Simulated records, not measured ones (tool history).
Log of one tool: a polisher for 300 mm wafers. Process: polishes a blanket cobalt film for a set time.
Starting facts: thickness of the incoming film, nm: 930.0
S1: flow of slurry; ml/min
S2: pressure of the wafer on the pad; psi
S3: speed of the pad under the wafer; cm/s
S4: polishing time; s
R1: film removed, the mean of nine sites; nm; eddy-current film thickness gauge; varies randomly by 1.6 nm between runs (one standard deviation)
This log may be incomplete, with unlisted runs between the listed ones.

run	hour	S1	S2	S3	S4	R1
1	0.0	160	1.7	82	44	133.10
2	2.5	165	1.7	82	44	134.12
3	7.2	170	1.7	82	44	133.85
4	12.0	170	1.7	82	44	135.10
5	19.1	170	1.7	66	44	114.78
6	24.7	170	1.7	66	40	104.30
7	27.7	175	1.8	66	40	109.78
8	29.8	175	1.9	66	40	114.81
9	36.7	195	2.4	68	40	147.10

Forecast run 10:
10	41.1	195	2.6	70	40	?

R1: 162.63 nm
